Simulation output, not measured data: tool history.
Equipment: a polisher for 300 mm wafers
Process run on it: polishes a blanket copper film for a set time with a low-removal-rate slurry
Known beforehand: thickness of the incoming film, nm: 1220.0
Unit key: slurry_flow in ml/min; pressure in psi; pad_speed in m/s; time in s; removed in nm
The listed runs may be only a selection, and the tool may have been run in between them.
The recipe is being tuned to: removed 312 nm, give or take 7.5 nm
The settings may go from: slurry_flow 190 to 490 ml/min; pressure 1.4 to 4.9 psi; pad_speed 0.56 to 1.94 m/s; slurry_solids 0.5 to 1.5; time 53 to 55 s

Run 1, day 0: slurry_flow 315 ml/min, pressure 3.1 psi, pad_speed 1.24 m/s, slurry_solids 1, time 53 s. Result: removed 202.42 nm.
Run 2, day 0.279: slurry_flow 315 ml/min, pressure 3.1 psi, pad_speed 1.24 m/s, slurry_solids 1, time 55 s. Result: removed 213.43 nm.
Run 3, day 0.421: slurry_flow 315 ml/min, pressure 3.7 psi, pad_speed 1.24 m/s, slurry_solids 1, time 55 s. Result: removed 250.88 nm.
Run 4, day 0.525: slurry_flow 315 ml/min, pressure 3.1 psi, pad_speed 1.24 m/s, slurry_solids 1, time 55 s. Result: removed 214.3 nm.
Run 5, day 0.804: slurry_flow 265 ml/min, pressure 3.1 psi, pad_speed 1.24 m/s, slurry_solids 1, time 55 s. Result: removed 206.95 nm.
Run 6, day 0.858: slurry_flow 265 ml/min, pressure 3.1 psi, pad_speed 1.24 m/s, slurry_solids 0.85, time 55 s. Result: removed 203.89 nm.
Run 7, day 1.096: slurry_flow 280 ml/min, pressure 4 psi, pad_speed 1.26 m/s, slurry_solids 0.85, time 55 s. Result: removed 265.63 nm.
Run 8, day 1.412: slurry_flow 290 ml/min, pressure 4.1 psi, pad_speed 1.26 m/s, slurry_solids 0.85, time 55 s. Result: removed 273.37 nm.
Run 9, day 1.454: slurry_flow 295 ml/min, pressure 4.1 psi, pad_speed 1.26 m/s, slurry_solids 0.85, time 55 s. Result: removed 272.3 nm.
At day 1.625: head pressure recalibrated.
Run 10, day 1.625: slurry_flow 300 ml/min, pressure 4.2 psi, pad_speed 1.26 m/s, slurry_solids 0.85, time 55 s. Result: removed 258.48 nm.

Exactly one of the 5 candidate moves below puts every result within its allowed miss. Which one?
Run A, day 1.796: slurry_flow 345 ml/min, pressure 4.6 psi, pad_speed 1.48 m/s, slurry_solids 1.15, time 53 s. Result: removed ?.
Run B, day 1.796: slurry_flow 320 ml/min, pressure 3.7 psi, pad_speed 1.22 m/s, slurry_solids 0.95, time 53 s. Result: removed ?.
Run C, day 1.796: slurry_flow 310 ml/min, pressure 3.9 psi, pad_speed 1.36 m/s, slurry_solids 1.05, time 55 s. Result: removed ?.
Run D, day 1.796: slurry_flow 265 ml/min, pressure 3.9 psi, pad_speed 1.24 m/s, slurry_solids 1, time 55 s. Result: removed ?.
Run E, day 1.796: slurry_flow 240 ml/min, pressure 4.6 psi, pad_speed 1.42 m/s, slurry_solids 0.9, time 55 s. Result: removed ?.

move  removed
   A   334.62
   B   216.69
   C   265.89
   D   237.85
   E   307.89
A: pushes the last run's worst result past its target
B: moves away from the targets compared with the last run
C: moves toward the targets from the last run without getting all of them in spec
D: moves away from the targets compared with the last run
E: hits every target within its allowed miss
Move E is the one to make.
